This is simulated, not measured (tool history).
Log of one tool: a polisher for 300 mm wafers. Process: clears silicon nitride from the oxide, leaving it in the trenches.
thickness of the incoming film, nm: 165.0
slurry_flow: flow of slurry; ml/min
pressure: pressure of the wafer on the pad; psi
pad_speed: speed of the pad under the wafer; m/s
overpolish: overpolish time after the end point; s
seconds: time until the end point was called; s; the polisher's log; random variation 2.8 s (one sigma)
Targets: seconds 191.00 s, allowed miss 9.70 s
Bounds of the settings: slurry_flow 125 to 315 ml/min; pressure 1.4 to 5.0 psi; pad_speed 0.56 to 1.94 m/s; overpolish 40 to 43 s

run	day	slurry_flow	pressure	pad_speed	overpolish	seconds
1	0.000	205	3.2	1.24	40	119.64
2	0.258	205	3.2	1.24	40	120.45
3	0.504	205	3.8	1.24	40	100.70
4	0.550	205	3.8	0.92	40	132.76
5	0.825	205	3.4	0.90	40	149.95
6	0.983	205	3.2	0.88	40	164.13
7	1.229	205	3.1	0.88	40	169.66
8	1.354	205	3.0	0.88	40	174.21
9	1.650	205	2.9	0.88	40	178.81

5 next moves are on the table. One of them brings every result within its allowed miss. Which?
A	1.946	265	2.8	0.96	43	?
B	1.946	185	2.3	1.20	43	?
C	1.946	235	2.7	0.86	43	?
D	1.946	170	2.1	1.00	40	?
E	1.946	215	3.3	0.88	40	?

move	seconds
A	169.10
B	171.87
C	196.49
D	224.95
E	161.18
A: further off than the last run
B: further off than the last run
C: meets every target
D: takes the result that was furthest off past its target
E: further off than the last run
Move C is the one to make.
